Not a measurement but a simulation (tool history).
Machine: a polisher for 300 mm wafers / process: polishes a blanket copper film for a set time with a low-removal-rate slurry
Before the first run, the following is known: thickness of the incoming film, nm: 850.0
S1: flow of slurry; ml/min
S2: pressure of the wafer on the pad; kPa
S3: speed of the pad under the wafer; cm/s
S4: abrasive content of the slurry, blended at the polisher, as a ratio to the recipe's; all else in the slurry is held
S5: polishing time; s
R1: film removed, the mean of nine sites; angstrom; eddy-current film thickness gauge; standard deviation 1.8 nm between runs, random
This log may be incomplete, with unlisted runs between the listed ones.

{"run": 1, "hour": 0.0, "S1": 165, "S2": 21.4, "S3": 84, "S4": 1.0, "S5": 46, "R1": 1405.7}
{"run": 2, "hour": 4.5, "S1": 185, "S2": 21.4, "S3": 84, "S4": 1.0, "S5": 46, "R1": 1425.5}
{"run": 3, "hour": 11.7, "S1": 185, "S2": 22.1, "S3": 84, "S4": 1.0, "S5": 46, "R1": 1454.4}
{"run": 4, "hour": 18.6, "S1": 185, "S2": 20.0, "S3": 84, "S4": 1.0, "S5": 46, "R1": 1345.5}
{"run": 5, "hour": 20.9, "S1": 185, "S2": 21.4, "S3": 84, "S4": 1.0, "S5": 46, "R1": 1451.5}
{"run": 6, "hour": 23.4, "S1": 190, "S2": 22.1, "S3": 84, "S4": 1.0, "S5": 46, "R1": 1457.7}
{"run": 7, "hour": 30.5, "S1": 190, "S2": 22.8, "S3": 84, "S4": 1.0, "S5": 46, "R1": 1496.8}
{"run": 8, "hour": 31.6, "S1": 190, "S2": 23.4, "S3": 84, "S4": 1.0, "S5": 46, "R1": 1549.3}
{"run": 9, "hour": 36.5, "S1": 190, "S2": 24.1, "S3": 84, "S4": 1.0, "S5": 46, "R1": 1584.6}
{"run": 10, "hour": 40.2, "S1": 190, "S2": 24.8, "S3": 84, "S4": 1.0, "S5": 46, "R1": 1612.9}
{"run": 11, "hour": 43.0, "S1": 190, "S2": 24.8, "S3": 84, "S4": 1.0, "S5": 46, "R1": 1603.7}
{"run": 12, "hour": 43.6, "S1": 190, "S2": 25.5, "S3": 84, "S4": 1.0, "S5": 46, "R1": 1628.8}
{"run": 13, "hour": 44.5, "S1": 190, "S2": 26.2, "S3": 84, "S4": 1.0, "S5": 46, "R1": 1674.9}

Run 14 is up next; what results do you expect?
{"run": 14, "hour": 47.1, "S1": 190, "S2": 26.2, "S3": 84, "S4": 1.0, "S5": 46, "R1": "?"}

R1: 1697.5 angstrom
